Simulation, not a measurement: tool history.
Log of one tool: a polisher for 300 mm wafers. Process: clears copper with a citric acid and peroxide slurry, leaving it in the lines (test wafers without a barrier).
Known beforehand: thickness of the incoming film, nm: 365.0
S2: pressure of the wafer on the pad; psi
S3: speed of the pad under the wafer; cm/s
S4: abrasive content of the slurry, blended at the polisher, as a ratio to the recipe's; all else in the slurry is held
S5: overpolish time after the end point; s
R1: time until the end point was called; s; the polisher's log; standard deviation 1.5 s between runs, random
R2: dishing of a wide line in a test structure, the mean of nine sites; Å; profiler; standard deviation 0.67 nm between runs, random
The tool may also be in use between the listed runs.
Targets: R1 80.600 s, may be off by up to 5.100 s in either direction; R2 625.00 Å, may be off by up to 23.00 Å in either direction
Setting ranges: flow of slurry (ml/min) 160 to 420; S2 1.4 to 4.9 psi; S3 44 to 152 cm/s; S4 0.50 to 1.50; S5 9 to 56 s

{"run": 1, "hour": 0.0, "flow of slurry (ml/min)": 270, "S2": 3.1, "S3": 98, "S4": 1.0, "S5": 29, "R1": 145.67, "R2": 461.21}
{"run": 2, "hour": 4.4, "flow of slurry (ml/min)": 270, "S2": 3.1, "S3": 118, "S4": 1.0, "S5": 29, "R1": 122.48, "R2": 546.23}
{"run": 3, "hour": 7.4, "flow of slurry (ml/min)": 270, "S2": 3.4, "S3": 118, "S4": 1.0, "S5": 29, "R1": 114.79, "R2": 581.46}
{"run": 4, "hour": 10.9, "flow of slurry (ml/min)": 275, "S2": 3.8, "S3": 118, "S4": 1.0, "S5": 26, "R1": 105.16, "R2": 584.73}
{"run": 5, "hour": 12.6, "flow of slurry (ml/min)": 275, "S2": 3.8, "S3": 104, "S4": 1.0, "S5": 26, "R1": 117.71, "R2": 528.91}
{"run": 6, "hour": 20.2, "flow of slurry (ml/min)": 275, "S2": 3.0, "S3": 104, "S4": 1.0, "S5": 26, "R1": 150.7, "R2": 444.89}
{"run": 7, "hour": 23.7, "flow of slurry (ml/min)": 270, "S2": 3.6, "S3": 106, "S4": 1.0, "S5": 24, "R1": 122.36, "R2": 481.61}
{"run": 8, "hour": 29.1, "flow of slurry (ml/min)": 270, "S2": 4.0, "S3": 108, "S4": 1.0, "S5": 23, "R1": 111.52, "R2": 501.95}
{"run": 9, "hour": 32.5, "flow of slurry (ml/min)": 285, "S2": 4.3, "S3": 112, "S4": 1.0, "S5": 22, "R1": 97.5, "R2": 536.22}
{"run": 10, "hour": 35.1, "flow of slurry (ml/min)": 285, "S2": 4.5, "S3": 114, "S4": 1.0, "S5": 22, "R1": 93.551, "R2": 554.21}
{"run": 11, "hour": 42.8, "flow of slurry (ml/min)": 285, "S2": 4.6, "S3": 116, "S4": 1.0, "S5": 22, "R1": 87.884, "R2": 588.64}
{"run": 12, "hour": 48.6, "flow of slurry (ml/min)": 285, "S2": 4.7, "S3": 116, "S4": 1.0, "S5": 22, "R1": 87.393, "R2": 587.68}
{"run": 13, "hour": 55.7, "flow of slurry (ml/min)": 285, "S2": 4.8, "S3": 118, "S4": 1.0, "S5": 22, "R1": 86.961, "R2": 603.82}

Pick the move, out of 5, that brings all results within their allowed miss; only one does.
{"run": "A", "hour": 62.8, "flow of slurry (ml/min)": 245, "S2": 4.9, "S3": 124, "S4": 1.0, "S5": 22, "R1": "?", "R2": "?"}
{"run": "B", "hour": 62.8, "flow of slurry (ml/min)": 200, "S2": 4.9, "S3": 120, "S4": 1.2, "S5": 20, "R1": "?", "R2": "?"}
{"run": "C", "hour": 62.8, "flow of slurry (ml/min)": 265, "S2": 4.4, "S3": 114, "S4": 0.95, "S5": 27, "R1": "?", "R2": "?"}
{"run": "D", "hour": 62.8, "flow of slurry (ml/min)": 265, "S2": 4.5, "S3": 138, "S4": 0.9, "S5": 19, "R1": "?", "R2": "?"}
{"run": "E", "hour": 62.8, "flow of slurry (ml/min)": 315, "S2": 4.7, "S3": 108, "S4": 1.0, "S5": 26, "R1": "?", "R2": "?"}

move=A R1=80.925 R2=617.76
move=B R1=80.568 R2=575.83
move=C R1=97.424 R2=623.80
move=D R1=80.649 R2=550.40
move=E R1=94.034 R2=624.83
A: every result within its allowed miss
B: the worst result of the last run now meets its target, but another is out of spec
C: moves away from the targets compared with the last run
D: the worst result of the last run now meets its target, but another is out of spec
E: moves away from the targets compared with the last run
So the answer is move A, the one that meets all the targets.
